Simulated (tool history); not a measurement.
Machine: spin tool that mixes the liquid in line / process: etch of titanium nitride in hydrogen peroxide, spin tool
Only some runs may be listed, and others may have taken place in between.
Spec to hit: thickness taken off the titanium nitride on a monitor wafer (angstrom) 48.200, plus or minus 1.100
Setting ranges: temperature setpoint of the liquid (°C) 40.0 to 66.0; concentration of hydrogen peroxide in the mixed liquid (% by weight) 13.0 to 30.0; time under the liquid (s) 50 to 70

| run | hour | temperature setpoint of the liquid (°C) | concentration of hydrogen peroxide in the mixed liquid (% by weight) | time under the liquid (s) | thickness taken off the titanium nitride on a monitor wafer (angstrom) |
|---|---|---|---|---|---|
| 1 | 0.0 | 56.0 | 25.0 | 70 | 43.189 |
| 2 | 3.0 | 56.0 | 25.0 | 50 | 30.830 |
| 3 | 7.3 | 50.0 | 25.0 | 50 | 20.116 |
| 4 | 15.4 | 43.0 | 25.0 | 50 | 12.022 |
| 5 | 17.9 | 49.0 | 25.0 | 50 | 18.679 |
| 6 | 23.1 | 52.5 | 25.0 | 50 | 24.197 |
| 7 | 24.0 | 55.5 | 25.0 | 50 | 29.932 |
| 8 | 26.3 | 57.5 | 25.0 | 50 | 34.376 |
| 9 | 32.8 | 59.0 | 25.0 | 50 | 37.769 |
| 10 | 40.5 | 60.0 | 25.0 | 50 | 40.609 |
| 11 | 44.2 | 61.0 | 25.0 | 50 | 43.545 |
| 12 | 53.0 | 61.5 | 25.0 | 50 | 44.793 |
| 13 | 61.5 | 62.0 | 25.0 | 50 | 46.679 |
| 14 | 66.9 | 62.0 | 25.0 | 50 | 46.381 |

Exercise: of the 5 proposed moves below, exactly one satisfies all targets within the stated allowed misses. Which move is it?
| A | 72.3 | 63.0 | 21.0 | 50 | ? |
| B | 72.3 | 63.0 | 25.5 | 50 | ? |
| C | 72.3 | 64.0 | 20.5 | 50 | ? |
| D | 72.3 | 58.0 | 29.0 | 70 | ? |
| E | 72.3 | 63.5 | 23.5 | 50 | ? |

| move | thickness taken off the titanium nitride on a monitor wafer (angstrom) |
|---|---|
| A | 47.961 |
| B | 50.023 |
| C | 50.997 |
| D | 51.338 |
| E | 50.806 |
A: in spec on every target
B: the result that was furthest off in the last run now lies on the other side of its target
C: the result that was furthest off in the last run now lies on the other side of its target
D: the result that was furthest off in the last run now lies on the other side of its target
E: the result that was furthest off in the last run now lies on the other side of its target
The move that meets every target is A.
